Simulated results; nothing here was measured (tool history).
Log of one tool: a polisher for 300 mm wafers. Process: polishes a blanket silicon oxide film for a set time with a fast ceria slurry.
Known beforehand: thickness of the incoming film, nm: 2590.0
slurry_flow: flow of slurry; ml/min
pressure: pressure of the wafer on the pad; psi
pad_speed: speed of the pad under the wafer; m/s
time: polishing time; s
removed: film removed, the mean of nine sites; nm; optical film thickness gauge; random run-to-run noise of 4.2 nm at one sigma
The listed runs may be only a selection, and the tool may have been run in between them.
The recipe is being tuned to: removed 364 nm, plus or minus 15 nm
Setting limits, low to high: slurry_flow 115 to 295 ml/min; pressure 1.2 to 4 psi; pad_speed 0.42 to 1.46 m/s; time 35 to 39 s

run 1 hour=0 | slurry_flow=190 pressure=2.6 pad_speed=0.94 time=39 | removed=449.01
run 2 hour=7.9 | slurry_flow=190 pressure=2.6 pad_speed=0.94 time=35 | removed=408.59
run 3 hour=12 | slurry_flow=190 pressure=2.5 pad_speed=0.94 time=35 | removed=396.69
run 4 hour=13.2 | slurry_flow=190 pressure=2.5 pad_speed=0.94 time=39 | removed=433.96
run 5 hour=17.3 | slurry_flow=190 pressure=2.5 pad_speed=1.04 time=39 | removed=483.37
run 6 hour=26 | slurry_flow=190 pressure=2.3 pad_speed=1.04 time=39 | removed=450.09
run 7 hour=30 | slurry_flow=190 pressure=2.2 pad_speed=1.04 time=39 | removed=424.19
run 8 hour=33.7 | slurry_flow=190 pressure=2.1 pad_speed=1.04 time=39 | removed=404.38
run 9 hour=37.1 | slurry_flow=190 pressure=2.1 pad_speed=1.04 time=39 | removed=416.13
run 10 hour=41.3 | slurry_flow=190 pressure=2 pad_speed=1.04 time=39 | removed=390.11

Pick the move, out of 4, that brings all results within their allowed miss; only one does.
run A hour=45.5 | slurry_flow=195 pressure=2 pad_speed=1.2 time=38 | removed=?
run B hour=45.5 | slurry_flow=150 pressure=1.7 pad_speed=1.18 time=39 | removed=?
run C hour=45.5 | slurry_flow=265 pressure=2.3 pad_speed=0.9 time=39 | removed=?
run D hour=45.5 | slurry_flow=220 pressure=2.1 pad_speed=1.1 time=36 | removed=?

move=A removed=434.05
move=B removed=364.04
move=C removed=397.04
move=D removed=400.86
A: misses by more than the last run did
B: each result inside its tolerance
C: misses by more than the last run did
D: misses by more than the last run did
The move that meets every target is B.
